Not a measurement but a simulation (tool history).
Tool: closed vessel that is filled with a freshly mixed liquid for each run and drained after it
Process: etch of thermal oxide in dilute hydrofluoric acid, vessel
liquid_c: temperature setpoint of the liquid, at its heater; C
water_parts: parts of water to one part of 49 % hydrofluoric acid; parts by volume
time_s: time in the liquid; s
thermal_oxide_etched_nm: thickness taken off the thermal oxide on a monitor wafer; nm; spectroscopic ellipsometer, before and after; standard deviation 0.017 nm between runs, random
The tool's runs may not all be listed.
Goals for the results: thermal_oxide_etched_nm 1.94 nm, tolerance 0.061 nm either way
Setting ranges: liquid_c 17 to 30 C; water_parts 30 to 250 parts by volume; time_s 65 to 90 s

run,hour,liquid_c,water_parts,time_s,thermal_oxide_etched_nm
1,0,22,140,90,2.54
2,2.5,20.5,145,90,2.327
3,8.2,19.5,150,90,2.1584
4,17.1,19.5,110,90,3.0322
5,22.5,19,125,90,2.5897
6,29.4,18.5,135,90,2.2992
7,31.4,18,140,90,2.2004
8,34.2,17.5,145,90,2.0584

Which of these 5 next moves meets every target?
A,37,20,135,65,?
B,37,19,130,65,?
C,37,17,140,90,?
D,37,18.5,170,90,?
E,37,17,150,90,?

move,thermal_oxide_etched_nm
A,1.8037
B,1.8084
C,2.1207
D,1.8022
E,1.9601
A: the result that was furthest off in the last run now lies on the other side of its target
B: the result that was furthest off in the last run now lies on the other side of its target
C: misses by more than the last run did
D: the result that was furthest off in the last run now lies on the other side of its target
E: every result within its allowed miss
Move E is the one to make.
